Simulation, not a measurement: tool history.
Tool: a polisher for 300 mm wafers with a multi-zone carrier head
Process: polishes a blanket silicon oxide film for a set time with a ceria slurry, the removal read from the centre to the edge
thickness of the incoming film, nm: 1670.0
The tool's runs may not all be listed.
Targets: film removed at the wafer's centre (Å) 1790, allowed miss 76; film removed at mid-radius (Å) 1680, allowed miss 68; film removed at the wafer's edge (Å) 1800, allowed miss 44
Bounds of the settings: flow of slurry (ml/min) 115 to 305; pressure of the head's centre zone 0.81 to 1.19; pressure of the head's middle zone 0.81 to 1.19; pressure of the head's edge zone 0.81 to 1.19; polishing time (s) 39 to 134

| run | day | flow of slurry (ml/min) | pressure of the head's centre zone | pressure of the head's middle zone | pressure of the head's edge zone | polishing time (s) | film removed at the wafer's centre (Å) | film removed at mid-radius (Å) | film removed at the wafer's edge (Å) |
|---|---|---|---|---|---|---|---|---|---|
| 1 | 0 | 195 | 1 | 1 | 1 | 86 | 2462.6 | 2792.1 | 2780 |
| 2 | 0.354 | 190 | 1.01 | 0.97 | 0.97 | 80 | 2210.8 | 2503.4 | 2525.7 |
| 3 | 0.592 | 185 | 1.04 | 0.94 | 0.94 | 76 | 2231.5 | 2326.6 | 2360.4 |
| 4 | 0.696 | 180 | 1.04 | 0.92 | 0.92 | 73 | 2123.8 | 2201.6 | 2274.4 |
| 5 | 0.796 | 180 | 1.04 | 0.99 | 0.92 | 73 | 2090.6 | 2312.8 | 2250.3 |
| 6 | 1.117 | 215 | 1.04 | 0.99 | 0.92 | 73 | 2173.4 | 2361.4 | 2265.6 |
| 7 | 1.342 | 210 | 1.04 | 0.96 | 0.91 | 70 | 2138.7 | 2237.3 | 2182.7 |
| 8 | 1.671 | 200 | 1.04 | 0.93 | 0.9 | 67 | 1939.7 | 2094 | 2095.9 |
| 9 | 1.808 | 195 | 1.05 | 0.91 | 0.89 | 65 | 1940.2 | 1954.7 | 1997.3 |
| 10 | 1.962 | 190 | 1.05 | 0.89 | 0.88 | 64 | 1860.5 | 1873.7 | 1936.8 |
| 11 | 2.088 | 190 | 1.05 | 0.89 | 0.88 | 64 | 1913.5 | 1878.9 | 1947.3 |
| 12 | 2.438 | 185 | 1.05 | 0.88 | 0.87 | 64 | 1878.8 | 1862.3 | 1917.4 |
| 13 | 2.525 | 180 | 1.05 | 0.87 | 0.86 | 64 | 1834.5 | 1862.6 | 1901 |
| 14 | 2.804 | 175 | 1.06 | 0.86 | 0.86 | 64 | 1841.4 | 1799 | 1909 |
| 15 | 2.879 | 175 | 1.06 | 0.86 | 0.86 | 64 | 1849.1 | 1795.1 | 1886.2 |
| 16 | 2.971 | 170 | 1.06 | 0.85 | 0.85 | 64 | 1842 | 1760.3 | 1887.5 |
| 17 | 3.088 | 145 | 1.07 | 0.84 | 0.81 | 62 | 1738.2 | 1649.8 | 1741.2 |

Which of these 5 next moves meets every target?
| A | 3.204 | 150 | 1.15 | 0.89 | 0.81 | 59 | ? | ? | ? |
| B | 3.204 | 135 | 1.11 | 0.87 | 0.89 | 62 | ? | ? | ? |
| C | 3.204 | 130 | 1.08 | 0.89 | 0.81 | 62 | ? | ? | ? |
| D | 3.204 | 120 | 1.06 | 0.81 | 0.94 | 61 | ? | ? | ? |
| E | 3.204 | 125 | 1.09 | 0.91 | 0.81 | 62 | ? | ? | ? |

| move | film removed at the wafer's centre (Å) | film removed at mid-radius (Å) | film removed at the wafer's edge (Å) |
|---|---|---|---|
| A | 1821.1 | 1666.7 | 1654.8 |
| B | 1794 | 1677.4 | 1781.9 |
| C | 1725.6 | 1691.8 | 1696.3 |
| D | 1622.8 | 1510.4 | 1759.2 |
| E | 1721 | 1703.8 | 1683.2 |
A: further off than the last run
B: meets every target
C: further off than the last run
D: brings the result that was furthest off to its target, and leaves another outside
E: further off than the last run
Answer: B
